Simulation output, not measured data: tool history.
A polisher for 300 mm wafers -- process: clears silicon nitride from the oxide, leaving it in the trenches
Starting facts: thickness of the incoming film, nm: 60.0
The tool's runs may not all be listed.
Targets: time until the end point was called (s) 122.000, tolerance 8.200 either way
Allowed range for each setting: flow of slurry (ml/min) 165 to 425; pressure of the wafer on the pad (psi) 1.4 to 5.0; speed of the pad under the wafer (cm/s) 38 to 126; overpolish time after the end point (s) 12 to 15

run	hour	flow of slurry (ml/min)	pressure of the wafer on the pad (psi)	speed of the pad under the wafer (cm/s)	overpolish time after the end point (s)	time until the end point was called (s)
1	0.0	275	3.2	82	15	76.978
2	1.2	275	3.2	82	15	81.677
3	6.3	220	3.2	82	15	82.435
4	14.9	220	2.9	80	15	89.913
5	19.3	220	2.7	78	15	94.850
6	24.3	220	2.5	76	15	105.050
7	26.9	220	2.5	76	15	104.330
8	32.2	220	2.4	76	15	106.790
9	33.2	220	2.3	76	15	109.840
10	34.9	220	2.2	76	15	112.380

Of the 4 settings listed for the next run, only one would bring every result within its allowed miss of target. Which one?
A	36.6	240	2.3	80	15	?
B	36.6	235	1.9	64	15	?
C	36.6	200	2.3	56	15	?
D	36.6	240	3.1	56	12	?

move	time until the end point was called (s)
A	101.680
B	140.830
C	147.080
D	119.080
A: moves away from the targets compared with the last run
B: takes the result that was furthest off past its target
C: takes the result that was furthest off past its target
D: all results land within tolerance of their targets
Move D is the one to make.

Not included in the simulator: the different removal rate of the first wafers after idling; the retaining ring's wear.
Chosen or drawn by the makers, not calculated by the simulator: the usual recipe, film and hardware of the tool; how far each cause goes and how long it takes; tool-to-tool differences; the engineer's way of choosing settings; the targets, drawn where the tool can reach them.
